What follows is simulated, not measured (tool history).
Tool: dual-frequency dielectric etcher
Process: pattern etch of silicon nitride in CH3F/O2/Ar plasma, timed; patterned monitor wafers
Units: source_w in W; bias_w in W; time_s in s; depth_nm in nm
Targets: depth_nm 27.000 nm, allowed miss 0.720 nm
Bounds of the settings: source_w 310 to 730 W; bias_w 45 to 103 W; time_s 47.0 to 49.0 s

run 1 day=0.000 | source_w=520 bias_w=74 time_s=47.0 | depth_nm=34.491
run 2 day=0.308 | source_w=470 bias_w=74 time_s=47.0 | depth_nm=33.555
run 3 day=0.512 | source_w=430 bias_w=67 time_s=47.0 | depth_nm=31.464
run 4 day=0.796 | source_w=400 bias_w=63 time_s=47.0 | depth_nm=30.215
run 5 day=1.150 | source_w=380 bias_w=60 time_s=47.0 | depth_nm=28.919
run 6 day=1.267 | source_w=380 bias_w=60 time_s=49.0 | depth_nm=30.352
run 7 day=1.408 | source_w=370 bias_w=57 time_s=49.0 | depth_nm=29.708
run 8 day=1.742 | source_w=360 bias_w=55 time_s=49.0 | depth_nm=29.485
run 9 day=2.088 | source_w=320 bias_w=46 time_s=47.5 | depth_nm=25.884
run 10 day=2.442 | source_w=320 bias_w=46 time_s=47.5 | depth_nm=25.890
run 11 day=2.567 | source_w=330 bias_w=46 time_s=47.5 | depth_nm=25.832

5 next moves are on the table. One of them brings every result within its allowed miss. Which?
run A day=2.692 | source_w=310 bias_w=45 time_s=47.0 | depth_nm=?
run B day=2.692 | source_w=320 bias_w=51 time_s=48.0 | depth_nm=?
run C day=2.692 | source_w=310 bias_w=45 time_s=48.0 | depth_nm=?
run D day=2.692 | source_w=310 bias_w=45 time_s=47.5 | depth_nm=?
run E day=2.692 | source_w=380 bias_w=51 time_s=48.0 | depth_nm=?

move=A depth_nm=24.940
move=B depth_nm=26.707
move=C depth_nm=25.471
move=D depth_nm=25.205
move=E depth_nm=28.154
A: further off than the last run
B: meets every target
C: further off than the last run
D: further off than the last run
E: takes the result that was furthest off past its target
The right move is B.
